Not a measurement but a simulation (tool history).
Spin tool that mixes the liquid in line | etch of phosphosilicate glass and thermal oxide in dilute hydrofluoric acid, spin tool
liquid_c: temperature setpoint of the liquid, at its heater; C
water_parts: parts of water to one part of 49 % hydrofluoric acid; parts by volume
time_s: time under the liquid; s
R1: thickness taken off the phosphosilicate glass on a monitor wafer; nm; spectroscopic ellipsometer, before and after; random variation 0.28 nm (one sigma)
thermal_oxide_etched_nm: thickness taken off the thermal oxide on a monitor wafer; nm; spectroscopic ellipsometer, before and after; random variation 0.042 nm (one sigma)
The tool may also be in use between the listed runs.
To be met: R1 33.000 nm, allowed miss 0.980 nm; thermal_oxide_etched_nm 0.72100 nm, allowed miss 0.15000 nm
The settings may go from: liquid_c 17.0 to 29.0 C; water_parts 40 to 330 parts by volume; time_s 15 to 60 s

{"run": 1, "hour": 0.0, "liquid_c": 21.0, "water_parts": 185, "time_s": 30, "R1": 25.611, "thermal_oxide_etched_nm": 0.57596}
{"run": 2, "hour": 6.4, "liquid_c": 21.5, "water_parts": 185, "time_s": 30, "R1": 26.242, "thermal_oxide_etched_nm": 0.57456}
{"run": 3, "hour": 12.5, "liquid_c": 22.0, "water_parts": 185, "time_s": 30, "R1": 26.697, "thermal_oxide_etched_nm": 0.64211}
{"run": 4, "hour": 17.3, "liquid_c": 22.0, "water_parts": 215, "time_s": 30, "R1": 22.435, "thermal_oxide_etched_nm": 0.47534}
{"run": 5, "hour": 26.3, "liquid_c": 25.5, "water_parts": 215, "time_s": 30, "R1": 25.44, "thermal_oxide_etched_nm": 0.49346}
{"run": 6, "hour": 29.5, "liquid_c": 25.5, "water_parts": 210, "time_s": 30, "R1": 25.691, "thermal_oxide_etched_nm": 0.55732}
{"run": 7, "hour": 36.0, "liquid_c": 26.0, "water_parts": 205, "time_s": 30, "R1": 27.054, "thermal_oxide_etched_nm": 0.62374}
{"run": 8, "hour": 43.1, "liquid_c": 26.5, "water_parts": 195, "time_s": 30, "R1": 29.515, "thermal_oxide_etched_nm": 0.68226}

Which of these 4 next moves meets every target?
{"run": "A", "hour": 50.2, "liquid_c": 26.0, "water_parts": 250, "time_s": 40, "R1": "?", "thermal_oxide_etched_nm": "?"}
{"run": "B", "hour": 50.2, "liquid_c": 26.5, "water_parts": 260, "time_s": 50, "R1": "?", "thermal_oxide_etched_nm": "?"}
{"run": "C", "hour": 50.2, "liquid_c": 24.5, "water_parts": 180, "time_s": 35, "R1": "?", "thermal_oxide_etched_nm": "?"}
{"run": "D", "hour": 50.2, "liquid_c": 24.5, "water_parts": 145, "time_s": 25, "R1": "?", "thermal_oxide_etched_nm": "?"}

move=A R1=28.403 thermal_oxide_etched_nm=0.62747
move=B R1=34.368 thermal_oxide_etched_nm=0.75925
move=C R1=35.286 thermal_oxide_etched_nm=0.77953
move=D R1=32.560 thermal_oxide_etched_nm=0.71930
A: further off than the last run
B: takes the result that was furthest off past its target
C: takes the result that was furthest off past its target
D: meets every target
The right move is D.
